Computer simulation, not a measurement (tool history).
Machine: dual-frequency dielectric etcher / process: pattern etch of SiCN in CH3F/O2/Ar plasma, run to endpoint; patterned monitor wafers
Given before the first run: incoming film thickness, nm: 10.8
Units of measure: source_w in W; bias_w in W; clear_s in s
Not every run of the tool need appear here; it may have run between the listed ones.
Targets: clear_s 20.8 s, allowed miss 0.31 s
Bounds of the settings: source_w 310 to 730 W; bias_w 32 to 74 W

run	hour	source_w	bias_w	clear_s
1	0	520	53	25.918
2	6.3	470	53	27.761
3	8.2	540	54	25.339
4	13	590	54	23.946
5	15.6	590	48	24.747
6	21.7	590	39	26.279
7	26.5	630	43	24.532
8	28.1	660	46	23.558
9	33.1	680	49	22.603
10	38.3	700	51	22.273
11	39.1	710	54	21.626
12	45.2	720	55	21.268
13	46.1	720	56	21.412
14	50.4	720	57	21.206

Below are 4 possible settings for the next run. Only one of them brings all results inside the allowed miss of their targets. Which is it?
A	54.7	680	66	?
B	54.7	640	65	?
C	54.7	690	57	?
D	54.7	700	56	?

move	clear_s
A	20.948
B	21.754
C	21.688
D	21.627
A: every result within its allowed miss
B: the biggest miss grows against the last run
C: the biggest miss grows against the last run
D: the biggest miss grows against the last run
The right move is A.
